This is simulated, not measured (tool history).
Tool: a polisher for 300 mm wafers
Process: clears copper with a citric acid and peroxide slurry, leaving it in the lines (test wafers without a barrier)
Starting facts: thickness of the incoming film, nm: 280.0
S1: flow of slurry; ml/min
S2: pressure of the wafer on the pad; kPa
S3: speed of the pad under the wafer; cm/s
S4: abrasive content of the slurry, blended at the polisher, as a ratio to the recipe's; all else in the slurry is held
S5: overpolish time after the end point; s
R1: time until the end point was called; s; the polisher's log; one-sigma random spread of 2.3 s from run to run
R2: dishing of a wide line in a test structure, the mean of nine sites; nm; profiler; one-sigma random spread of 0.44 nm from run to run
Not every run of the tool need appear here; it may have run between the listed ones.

run	day	S1	S2	S3	S4	S5	R1	R2
1	0.000	155	17.9	118	1.00	29	128.32	39.681
2	0.175	155	17.9	144	1.00	29	108.98	43.582
3	0.292	155	16.5	144	1.00	28	120.41	39.834
4	0.358	155	16.5	144	0.85	28	121.55	39.594
5	0.404	155	16.5	124	0.85	28	139.42	36.392
6	0.717	155	16.5	124	0.85	19	136.11	25.740
7	0.888	150	16.5	124	0.85	20	136.60	26.920
8	0.938	150	16.5	124	0.85	21	140.33	28.296
9	1.083	145	16.5	124	0.85	21	138.38	27.967
10	1.217	145	16.5	124	0.85	22	140.05	29.160

Estimate the outcome of run 11 from the log above:
11	1.304	140	16.5	124	0.85	22	?	?

{"run 11": {"R1": 138.78, "R2": 28.117}}

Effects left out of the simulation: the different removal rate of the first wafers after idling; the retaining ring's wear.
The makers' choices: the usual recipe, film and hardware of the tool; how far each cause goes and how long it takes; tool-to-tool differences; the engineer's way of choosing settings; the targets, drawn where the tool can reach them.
